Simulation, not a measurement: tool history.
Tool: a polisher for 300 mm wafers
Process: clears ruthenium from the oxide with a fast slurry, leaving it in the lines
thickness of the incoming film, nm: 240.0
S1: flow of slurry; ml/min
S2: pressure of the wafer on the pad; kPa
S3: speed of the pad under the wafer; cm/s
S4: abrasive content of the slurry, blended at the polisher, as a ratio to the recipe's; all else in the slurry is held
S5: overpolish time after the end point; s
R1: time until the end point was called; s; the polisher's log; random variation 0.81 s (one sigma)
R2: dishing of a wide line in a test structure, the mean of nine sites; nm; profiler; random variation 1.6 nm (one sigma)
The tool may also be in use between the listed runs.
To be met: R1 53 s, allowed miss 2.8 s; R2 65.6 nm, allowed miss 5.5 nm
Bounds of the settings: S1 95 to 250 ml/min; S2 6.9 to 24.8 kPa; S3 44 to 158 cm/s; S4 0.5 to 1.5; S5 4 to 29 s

| run | hour | S1 | S2 | S3 | S4 | S5 | R1 | R2 |
|---|---|---|---|---|---|---|---|---|
| 1 | 0 | 160 | 15.9 | 100 | 1 | 15 | 80.657 | 35.263 |
| 2 | 6.2 | 160 | 17.9 | 100 | 1 | 16 | 69.816 | 42.452 |
| 3 | 7.4 | 160 | 14.5 | 100 | 1 | 16 | 85.153 | 35.544 |
| 4 | 9 | 160 | 16.5 | 102 | 1 | 17 | 73.374 | 42.74 |
| 5 | 14.7 | 160 | 15.2 | 102 | 1 | 17 | 81.079 | 38.11 |
| 6 | 23 | 160 | 18.6 | 102 | 1 | 17 | 68.222 | 47.703 |
| 7 | 31.6 | 160 | 20 | 102 | 1 | 17 | 60.976 | 48.758 |
| 8 | 39.7 | 160 | 20.7 | 102 | 1 | 18 | 62.215 | 53.321 |
| 9 | 40.8 | 160 | 21.4 | 102 | 1 | 18 | 59.377 | 55.284 |

Which of these 5 next moves meets every target?
| A | 41.9 | 145 | 22.8 | 82 | 1.2 | 16 | ? | ? |
| B | 41.9 | 160 | 20.7 | 114 | 1.05 | 16 | ? | ? |
| C | 41.9 | 220 | 21.4 | 120 | 0.85 | 17 | ? | ? |
| D | 41.9 | 130 | 21.4 | 96 | 1.15 | 29 | ? | ? |
| E | 41.9 | 140 | 22.1 | 96 | 1.4 | 20 | ? | ? |

| move | R1 | R2 |
|---|---|---|
| A | 61.726 | 48.777 |
| B | 54.866 | 54.134 |
| C | 53.854 | 58.011 |
| D | 60.244 | 82.621 |
| E | 53.613 | 66.939 |
A: further off than the last run
B: brings the result that was furthest off to its target, and leaves another outside
C: brings the result that was furthest off to its target, and leaves another outside
D: further off than the last run
E: meets every target
Move E is the one to make.
